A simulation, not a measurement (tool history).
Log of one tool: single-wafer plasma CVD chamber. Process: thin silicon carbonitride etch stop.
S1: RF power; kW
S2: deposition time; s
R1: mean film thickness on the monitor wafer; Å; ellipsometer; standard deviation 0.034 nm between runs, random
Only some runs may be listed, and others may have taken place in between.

run	hour	S1	S2	R1
1	0.0	0.230	15.0	81.798
2	7.4	0.230	13.9	75.711
3	11.3	0.215	13.7	73.003
4	16.0	0.195	13.7	70.716
5	19.1	0.190	13.7	70.773
6	24.8	0.210	13.7	72.567
7	32.3	0.200	13.6	71.140

Run 8 is up next; what results do you expect?
8	34.5	0.195	13.5	?

R1: 70.009 Å

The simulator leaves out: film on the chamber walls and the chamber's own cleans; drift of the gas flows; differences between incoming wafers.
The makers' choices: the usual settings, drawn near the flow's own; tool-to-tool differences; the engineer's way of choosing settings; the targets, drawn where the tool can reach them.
